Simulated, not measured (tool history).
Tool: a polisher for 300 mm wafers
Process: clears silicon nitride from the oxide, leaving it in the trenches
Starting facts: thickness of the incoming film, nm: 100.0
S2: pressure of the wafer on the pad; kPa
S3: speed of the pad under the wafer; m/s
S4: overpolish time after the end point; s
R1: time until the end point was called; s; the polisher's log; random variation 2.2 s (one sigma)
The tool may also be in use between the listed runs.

{"run": 1, "day": 0.0, "flow of slurry (ml/min)": 260, "S2": 18.6, "S3": 1.26, "S4": 38, "R1": 78.852}
{"run": 2, "day": 0.058, "flow of slurry (ml/min)": 260, "S2": 17.2, "S3": 1.24, "S4": 38, "R1": 83.528}
{"run": 3, "day": 0.121, "flow of slurry (ml/min)": 260, "S2": 13.8, "S3": 1.24, "S4": 38, "R1": 99.02}
{"run": 4, "day": 0.442, "flow of slurry (ml/min)": 290, "S2": 13.8, "S3": 1.24, "S4": 38, "R1": 100.98}
{"run": 5, "day": 0.8, "flow of slurry (ml/min)": 290, "S2": 16.5, "S3": 1.24, "S4": 38, "R1": 88.708}
{"run": 6, "day": 1.033, "flow of slurry (ml/min)": 290, "S2": 15.9, "S3": 1.22, "S4": 38, "R1": 90.976}
{"run": 7, "day": 1.362, "flow of slurry (ml/min)": 290, "S2": 15.2, "S3": 1.18, "S4": 38, "R1": 94.692}
{"run": 8, "day": 1.438, "flow of slurry (ml/min)": 290, "S2": 14.5, "S3": 1.14, "S4": 38, "R1": 102.3}

Expected results for the next run?
{"run": 9, "day": 1.533, "flow of slurry (ml/min)": 290, "S2": 13.8, "S3": 1.12, "S4": 38, "R1": "?"}

{"run 9": {"R1": 111.99}}
